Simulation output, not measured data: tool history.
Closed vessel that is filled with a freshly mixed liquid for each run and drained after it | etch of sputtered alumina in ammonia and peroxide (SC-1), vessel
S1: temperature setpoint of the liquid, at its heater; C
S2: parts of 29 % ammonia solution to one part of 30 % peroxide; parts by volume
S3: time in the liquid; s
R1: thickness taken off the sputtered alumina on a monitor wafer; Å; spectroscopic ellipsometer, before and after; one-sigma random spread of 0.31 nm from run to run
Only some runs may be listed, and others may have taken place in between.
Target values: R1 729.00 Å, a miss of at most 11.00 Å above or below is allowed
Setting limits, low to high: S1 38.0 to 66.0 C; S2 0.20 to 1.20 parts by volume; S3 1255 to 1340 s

{"run": 1, "hour": 0.0, "S1": 50.0, "S2": 0.8, "S3": 1255, "R1": 531.99}
{"run": 2, "hour": 3.3, "S1": 50.0, "S2": 0.8, "S3": 1340, "R1": 563.73}
{"run": 3, "hour": 4.4, "S1": 50.0, "S2": 0.8, "S3": 1255, "R1": 527.81}
{"run": 4, "hour": 11.5, "S1": 50.0, "S2": 1.0, "S3": 1255, "R1": 538.61}
{"run": 5, "hour": 14.2, "S1": 51.0, "S2": 1.0, "S3": 1255, "R1": 567.26}
{"run": 6, "hour": 18.5, "S1": 51.0, "S2": 1.0, "S3": 1340, "R1": 605.49}
{"run": 7, "hour": 21.6, "S1": 51.5, "S2": 1.0, "S3": 1340, "R1": 630.84}
{"run": 8, "hour": 27.3, "S1": 52.0, "S2": 1.0, "S3": 1340, "R1": 642.13}
{"run": 9, "hour": 36.1, "S1": 52.5, "S2": 1.0, "S3": 1340, "R1": 657.25}
{"run": 10, "hour": 44.4, "S1": 55.0, "S2": 1.0, "S3": 1340, "R1": 751.45}

Of the 5 settings listed for the next run, only one would bring every result within its allowed miss of target. Which one?
{"run": "A", "hour": 52.7, "S1": 55.0, "S2": 0.8, "S3": 1325, "R1": "?"}
{"run": "B", "hour": 52.7, "S1": 54.5, "S2": 1.2, "S3": 1340, "R1": "?"}
{"run": "C", "hour": 52.7, "S1": 56.5, "S2": 0.95, "S3": 1255, "R1": "?"}
{"run": "D", "hour": 52.7, "S1": 56.0, "S2": 1.05, "S3": 1275, "R1": "?"}
{"run": "E", "hour": 52.7, "S1": 54.5, "S2": 1.1, "S3": 1255, "R1": "?"}

move=A R1=725.21
move=B R1=742.21
move=C R1=755.78
move=D R1=755.01
move=E R1=689.40
A: every result lands within tolerance
B: moves toward the targets from the last run without getting all of them in spec
C: further off than the last run
D: further off than the last run
E: takes the result that was furthest off past its target
Go with A: it meets all targets.
